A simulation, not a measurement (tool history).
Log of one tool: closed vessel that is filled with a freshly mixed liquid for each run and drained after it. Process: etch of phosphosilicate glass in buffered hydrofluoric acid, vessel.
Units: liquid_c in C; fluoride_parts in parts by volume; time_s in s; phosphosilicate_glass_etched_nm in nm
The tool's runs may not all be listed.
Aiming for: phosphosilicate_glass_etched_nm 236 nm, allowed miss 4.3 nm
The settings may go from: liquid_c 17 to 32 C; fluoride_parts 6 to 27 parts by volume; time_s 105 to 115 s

run	day	liquid_c	fluoride_parts	time_s	phosphosilicate_glass_etched_nm
1	0	25	16.5	105	353.8
2	0.292	25	16.5	105	355.39
3	0.525	24	16.5	105	335.06
4	0.825	24	18.5	105	300.71
5	0.888	22	18.5	105	270.57
6	1.079	22	18.5	115	295.45
7	1.292	21.5	18.5	115	287.3
8	1.442	21	18.5	115	279.15
9	1.517	20.5	18.5	115	272.26
10	1.621	20	18.5	115	264.93
# day 1.767: hydrofluoric acid flow meter replaced
11	1.767	19.5	18.5	115	284.51
12	2.121	17	21	115	221.19

Below are 4 possible settings for the next run. Only one of them brings all results inside the allowed miss of their targets. Which is it?
A	2.475	17	19.5	110	?
B	2.475	19.5	22.5	115	?
C	2.475	17	19.5	115	?
D	2.475	18	19	110	?

move	phosphosilicate_glass_etched_nm
A	224.72
B	243.47
C	234.94
D	244.11
A: nearer than the last run, and not there yet
B: takes the result that was furthest off past its target
C: in spec on every target
D: takes the result that was furthest off past its target
So the answer is move C, the one that meets all the targets.
